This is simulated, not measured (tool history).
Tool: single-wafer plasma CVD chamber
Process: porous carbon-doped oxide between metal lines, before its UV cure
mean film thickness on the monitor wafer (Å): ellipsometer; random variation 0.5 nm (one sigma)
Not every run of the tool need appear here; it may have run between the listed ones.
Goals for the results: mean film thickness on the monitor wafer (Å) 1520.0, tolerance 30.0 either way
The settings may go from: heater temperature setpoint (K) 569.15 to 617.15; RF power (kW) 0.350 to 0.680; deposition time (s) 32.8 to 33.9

run  hour  heater temperature setpoint (K)  RF power (kW)  deposition time (s)  mean film thickness on the monitor wafer (Å)
  1   0.0                           593.15          0.515                 32.8                                        1668.0
  2   8.2                           597.15          0.510                 32.8                                        1629.2
  3  13.1                           600.15          0.505                 32.8                                        1590.8
  4  21.0                           600.15          0.505                 32.8                                        1601.9
  5  25.9                           603.15          0.500                 32.8                                        1567.2
  6  32.1                           603.15          0.435                 32.8                                        1425.6
  7  37.6                           600.15          0.440                 32.8                                        1454.9
  8  38.8                           598.15          0.445                 32.8                                        1480.0
  9  43.8                           597.15          0.445                 32.8                                        1480.8

5 candidate next runs follow, results not yet known. Just one meets every target within its allowed miss. Identify it.
  A  48.8                           599.15          0.405                 33.9                                             ?
  B  48.8                           594.15          0.420                 32.8                                             ?
  C  48.8                           598.15          0.445                 33.7                                             ?
  D  48.8                           593.15          0.455                 33.9                                             ?
  E  48.8                           596.15          0.430                 32.8                                             ?

move  mean film thickness on the monitor wafer (Å)
   A                                        1416.1
   B                                        1440.2
   C                                        1517.4
   D                                        1585.1
   E                                        1453.0
A: moves away from the targets compared with the last run
B: moves away from the targets compared with the last run
C: every result lands within tolerance
D: takes the result that was furthest off past its target
E: moves away from the targets compared with the last run
So the answer is move C, the one that meets all the targets.
